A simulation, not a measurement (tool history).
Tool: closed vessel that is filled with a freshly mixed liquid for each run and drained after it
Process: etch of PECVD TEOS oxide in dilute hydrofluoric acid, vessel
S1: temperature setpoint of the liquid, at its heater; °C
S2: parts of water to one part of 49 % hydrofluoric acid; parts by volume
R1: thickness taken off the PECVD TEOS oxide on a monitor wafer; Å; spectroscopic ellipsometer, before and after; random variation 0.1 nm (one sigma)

{"run": 1, "hour": 0.0, "S1": 21.0, "S2": 75, "time in the liquid (s)": 75, "R1": 130.43}
{"run": 2, "hour": 5.8, "S1": 21.0, "S2": 75, "time in the liquid (s)": 75, "R1": 128.94}
{"run": 3, "hour": 10.4, "S1": 23.0, "S2": 70, "time in the liquid (s)": 75, "R1": 151.66}
{"run": 4, "hour": 15.8, "S1": 24.5, "S2": 65, "time in the liquid (s)": 75, "R1": 175.17}
{"run": 5, "hour": 22.5, "S1": 25.5, "S2": 65, "time in the liquid (s)": 75, "R1": 182.29}
{"run": 6, "hour": 29.6, "S1": 26.5, "S2": 65, "time in the liquid (s)": 75, "R1": 188.18}
{"run": 7, "hour": 37.6, "S1": 26.5, "S2": 65, "time in the liquid (s)": 75, "R1": 188.98}
{"run": 8, "hour": 41.3, "S1": 27.0, "S2": 65, "time in the liquid (s)": 75, "R1": 192.27}

The next listed run, before its measurement:
{"run": 9, "hour": 46.4, "S1": 27.5, "S2": 65, "time in the liquid (s)": 75, "R1": "?"}

{"run 9": {"R1": 196.3}}
